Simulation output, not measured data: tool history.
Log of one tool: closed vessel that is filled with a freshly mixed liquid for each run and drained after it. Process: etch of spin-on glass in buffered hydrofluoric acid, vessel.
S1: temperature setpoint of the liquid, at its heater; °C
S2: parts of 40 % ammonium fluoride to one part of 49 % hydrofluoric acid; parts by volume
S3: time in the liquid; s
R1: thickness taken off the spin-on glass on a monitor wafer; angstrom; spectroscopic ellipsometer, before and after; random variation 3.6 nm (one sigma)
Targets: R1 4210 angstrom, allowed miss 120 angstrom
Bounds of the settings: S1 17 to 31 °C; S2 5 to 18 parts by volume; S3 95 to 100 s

run,hour,S1,S2,S3,R1
1,0,23,11,95,2500.4
2,2.9,25,10.5,95,2939.2
3,11.1,25,10.5,95,2955.9
4,16.3,27.5,10.5,95,3365
5,22.5,28.5,10.5,95,3524.3
6,30.6,29,10.5,95,3684
7,31.8,29.5,10.5,95,3714.2
8,39.2,30,10.5,95,3835.5
9,47.2,30.5,10.5,95,3896.8

Which of these 5 next moves meets every target?
A,55.2,29,10.5,100,?
B,55.2,31,10.5,100,?
C,55.2,27,9,100,?
D,55.2,31,11.5,100,?
E,55.2,31,11.5,95,?

move,R1
A,3837.7
B,4262.1
C,3866.1
D,3901.1
E,3706
A: further off than the last run
B: meets every target
C: further off than the last run
D: as far off as the last run
E: further off than the last run
The right move is B.
